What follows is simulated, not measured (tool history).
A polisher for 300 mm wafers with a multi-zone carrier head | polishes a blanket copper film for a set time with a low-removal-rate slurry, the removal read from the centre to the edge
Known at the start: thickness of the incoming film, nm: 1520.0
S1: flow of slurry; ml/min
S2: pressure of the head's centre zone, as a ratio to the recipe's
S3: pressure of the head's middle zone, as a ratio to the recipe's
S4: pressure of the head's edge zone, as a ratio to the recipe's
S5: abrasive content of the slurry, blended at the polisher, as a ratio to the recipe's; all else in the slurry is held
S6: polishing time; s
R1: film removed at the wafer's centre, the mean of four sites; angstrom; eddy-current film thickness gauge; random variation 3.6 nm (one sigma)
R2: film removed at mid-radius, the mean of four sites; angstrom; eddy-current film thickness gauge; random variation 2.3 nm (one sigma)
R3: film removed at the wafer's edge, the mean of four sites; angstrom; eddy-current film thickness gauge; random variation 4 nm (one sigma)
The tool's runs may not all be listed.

run,day,S1,S2,S3,S4,S5,S6,R1,R2,R3
1,0.000,160,1.00,1.00,1.00,1.00,74,1862.9,1812.8,1840.4
2,0.150,165,1.00,1.01,1.03,1.10,77,2031.2,1937.8,1967.0
3,0.429,165,0.98,1.01,1.05,1.15,80,2078.5,2076.0,2136.0
4,0.788,170,0.98,1.02,1.07,1.20,81,2095.5,2143.5,2241.1
5,1.050,170,0.98,1.02,0.99,1.20,81,2110.4,2131.8,2127.5
6,1.321,170,0.98,1.02,0.99,1.10,81,2078.1,2073.7,2059.7
7,1.667,175,0.99,1.03,1.02,1.15,82,2160.6,2186.8,2120.7

Forecast run 8:
8,1.888,175,0.99,1.03,1.04,1.20,84,?,?,?

{"run 8": {"R1": 2298.3, "R2": 2240.5, "R3": 2215.9}}
